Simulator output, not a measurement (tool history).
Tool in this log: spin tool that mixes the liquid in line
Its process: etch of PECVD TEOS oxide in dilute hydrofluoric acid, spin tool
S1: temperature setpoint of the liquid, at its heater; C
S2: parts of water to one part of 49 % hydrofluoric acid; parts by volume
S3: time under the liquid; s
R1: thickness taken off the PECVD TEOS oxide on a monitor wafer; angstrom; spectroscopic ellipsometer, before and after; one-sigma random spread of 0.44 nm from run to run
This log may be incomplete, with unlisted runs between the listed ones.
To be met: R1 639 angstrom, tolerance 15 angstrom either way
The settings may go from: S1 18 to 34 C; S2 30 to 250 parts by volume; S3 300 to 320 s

run	day	S1	S2	S3	R1
1	0	26	140	300	250.73
2	0.067	26	140	300	248.26
3	0.183	27.5	140	300	266.21
4	0.258	29	140	300	277.53
5	0.583	30.5	110	300	389.08
6	0.892	30.5	110	320	412.18
7	1.004	34	65	320	851.36
8	1.138	32	65	320	794.89
9	1.3	30	65	320	730.41

Which one of the following 5 next-run settings gets every result inside its allowed miss? There is exactly one.
A	1.462	31	70	310	?
B	1.462	29.5	75	310	?
C	1.462	32	75	300	?
D	1.462	30.5	75	305	?
E	1.462	29	50	320	?

move	R1
A	679.47
B	593.81
C	633.34
D	607.56
E	933.32
A: better than the last run, though not everything is in spec
B: moves the result that the last run missed by most past its target, out the other side
C: all results in spec
D: moves the result that the last run missed by most past its target, out the other side
E: moves away from the targets compared with the last run
Go with C: it meets all targets.

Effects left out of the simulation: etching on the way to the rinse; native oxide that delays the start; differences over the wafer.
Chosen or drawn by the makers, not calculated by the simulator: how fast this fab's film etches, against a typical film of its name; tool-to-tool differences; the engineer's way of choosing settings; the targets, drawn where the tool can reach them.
